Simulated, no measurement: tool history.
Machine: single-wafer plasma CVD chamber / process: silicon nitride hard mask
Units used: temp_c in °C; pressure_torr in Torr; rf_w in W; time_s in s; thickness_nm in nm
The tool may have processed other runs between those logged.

{"run": 1, "hour": 0.0, "temp_c": 410, "pressure_torr": 1.4, "rf_w": 235, "time_s": 39.1, "thickness_nm": 38.262}
{"run": 2, "hour": 2.0, "temp_c": 410, "pressure_torr": 1.33, "rf_w": 230, "time_s": 39.0, "thickness_nm": 36.399}
{"run": 3, "hour": 8.2, "temp_c": 410, "pressure_torr": 1.23, "rf_w": 230, "time_s": 39.0, "thickness_nm": 35.323}
{"run": 4, "hour": 14.5, "temp_c": 404, "pressure_torr": 1.23, "rf_w": 230, "time_s": 39.0, "thickness_nm": 35.21}
{"run": 5, "hour": 16.2, "temp_c": 404, "pressure_torr": 1.19, "rf_w": 230, "time_s": 39.0, "thickness_nm": 34.276}
{"run": 6, "hour": 19.1, "temp_c": 415, "pressure_torr": 1.19, "rf_w": 230, "time_s": 39.0, "thickness_nm": 34.397}
{"run": 7, "hour": 20.0, "temp_c": 415, "pressure_torr": 1.17, "rf_w": 230, "time_s": 39.0, "thickness_nm": 34.408}

Forecast run 8:
{"run": 8, "hour": 25.0, "temp_c": 415, "pressure_torr": 1.15, "rf_w": 230, "time_s": 39.0, "thickness_nm": "?"}

{"run 8": {"thickness_nm": 33.662}}
